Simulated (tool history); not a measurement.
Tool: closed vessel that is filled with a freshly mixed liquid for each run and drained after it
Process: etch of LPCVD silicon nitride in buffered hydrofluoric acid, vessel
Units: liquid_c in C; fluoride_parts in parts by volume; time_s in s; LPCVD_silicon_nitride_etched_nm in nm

run    day  liquid_c  fluoride_parts  time_s  LPCVD_silicon_nitride_etched_nm
  1      0        25              15    3240                           30.224
  2  0.221      26.5              15    3240                           32.984
  3  0.317      25.5              15    3240                           31.368
  4  0.417      25.5              11    3240                           42.066
  5  0.658        24            11.5    3240                           37.726
  6   0.85        23              12    3240                            34.05
  7  1.004        22              12    3240                           31.867

Forecast run 8:
  8  1.042        18            12.5    3240                                ?

Run 8 gave LPCVD_silicon_nitride_etched_nm 24.288 nm.

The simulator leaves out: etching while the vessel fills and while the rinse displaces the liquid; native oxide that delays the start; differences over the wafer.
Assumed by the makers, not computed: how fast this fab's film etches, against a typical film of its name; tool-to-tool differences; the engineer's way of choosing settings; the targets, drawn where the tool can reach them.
